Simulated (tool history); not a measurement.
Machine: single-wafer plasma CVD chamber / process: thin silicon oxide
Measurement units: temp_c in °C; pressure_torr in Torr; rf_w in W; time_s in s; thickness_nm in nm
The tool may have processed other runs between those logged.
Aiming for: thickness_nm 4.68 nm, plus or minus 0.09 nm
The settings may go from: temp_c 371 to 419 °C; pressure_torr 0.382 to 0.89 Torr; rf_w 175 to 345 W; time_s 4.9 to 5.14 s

run	hour	temp_c	pressure_torr	rf_w	time_s	thickness_nm
1	0	395	0.636	260	5.14	6.633
2	6.7	395	0.597	260	5.14	6.2223
3	9.3	395	0.564	260	5.14	5.9089
4	14.5	395	0.537	260	5.14	5.7456
5	21.5	404	0.537	260	5.14	5.6946
# hour 28: RF generator calibrated
6	28	404	0.537	260	4.9	5.4744
7	31.9	404	0.517	260	4.9	5.3392
8	38.3	404	0.5	260	4.9	5.1098
9	41.5	404	0.49	260	4.9	5.0445
10	47.1	404	0.481	260	4.9	4.9672

Next run, 5 choices. One meets every target within its allowed miss, the rest don't. Which?
A	52.7	405	0.399	295	4.9	?
B	52.7	405	0.539	210	4.9	?
C	52.7	405	0.499	245	4.9	?
D	52.7	406	0.404	285	4.9	?
E	52.7	407	0.431	285	4.9	?

move	thickness_nm
A	4.4157
B	4.8243
C	4.9219
D	4.3891
E	4.6615
A: takes the result that was furthest off past its target
B: an improvement on the last run, though not all results are within tolerance
C: an improvement on the last run, though not all results are within tolerance
D: takes the result that was furthest off past its target
E: all results in spec
E is the move that brings every result within its allowed miss.
